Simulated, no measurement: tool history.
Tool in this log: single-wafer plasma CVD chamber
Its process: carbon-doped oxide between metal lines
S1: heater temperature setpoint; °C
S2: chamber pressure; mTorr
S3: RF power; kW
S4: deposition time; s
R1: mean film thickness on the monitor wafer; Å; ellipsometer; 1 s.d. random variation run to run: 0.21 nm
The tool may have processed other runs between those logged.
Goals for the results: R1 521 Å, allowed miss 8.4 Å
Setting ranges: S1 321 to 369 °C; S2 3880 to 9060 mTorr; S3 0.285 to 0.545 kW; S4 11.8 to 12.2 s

run  hour   S1    S2     S3    S4      R1
  1     0  345  6470  0.415  11.8  552.81
  2   7.5  347  6330  0.415  11.8  553.02
  3   8.8  347  6330   0.47  11.8  593.26
  4    12  347  7200   0.47  11.8  601.52
  5  19.2  350  6990  0.455  11.8  584.25
  6  21.9  340  6990  0.455  11.8  599.98
  7  27.8  344  6700  0.445  11.8  589.83
  8  30.6  348  6560   0.44  11.8  576.06
  9  36.5  350  6440  0.425  11.8  554.57
 10  39.9  353  6310   0.42  11.8  546.92

Below are 5 possible settings for the next run. Only one of them brings all results inside the allowed miss of their targets. Which is it?
  A  43.3  349  7180  0.385    12   ?
  B  43.3  347  5620  0.415  11.8   ?
  C  43.3  360  6190  0.455  12.1   ?
  D  43.3  369  7200  0.395    12   ?
  E  43.3  338  5280   0.41  11.8   ?

move      R1
   A  534.14
   B  543.56
   C  580.22
   D  519.21
   E  547.74
A: an improvement on the last run, though not all results are within tolerance
B: an improvement on the last run, though not all results are within tolerance
C: lands further from the targets than the last run did
D: every result lands within tolerance
E: roughly where the last run was
D meets every target.

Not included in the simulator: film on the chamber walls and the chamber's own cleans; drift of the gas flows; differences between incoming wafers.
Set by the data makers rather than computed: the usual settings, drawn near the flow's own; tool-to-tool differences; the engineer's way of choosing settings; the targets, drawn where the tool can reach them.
